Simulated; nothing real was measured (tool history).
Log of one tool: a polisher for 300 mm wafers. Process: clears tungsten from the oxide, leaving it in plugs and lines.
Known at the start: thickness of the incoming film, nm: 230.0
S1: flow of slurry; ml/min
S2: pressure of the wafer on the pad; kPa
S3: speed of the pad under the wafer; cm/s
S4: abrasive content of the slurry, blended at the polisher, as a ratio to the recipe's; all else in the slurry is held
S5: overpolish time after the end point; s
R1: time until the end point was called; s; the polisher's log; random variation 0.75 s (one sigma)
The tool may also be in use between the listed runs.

run	hour	S1	S2	S3	S4	S5	R1
1	0.0	315	19.3	90	1.0	11	85.482
2	4.7	315	17.2	90	1.0	11	97.965
3	8.7	315	17.2	90	1.0	11	96.976
4	16.2	315	20.7	90	1.0	11	80.536
5	16.9	315	20.7	90	1.0	9	79.931
6	20.1	315	20.7	90	1.0	11	80.358
7	27.4	315	21.4	90	1.0	11	77.405

Run 8 comes next. What will it give?
8	29.1	315	22.1	90	1.0	11	?

{"run 8": {"R1": 76.335}}
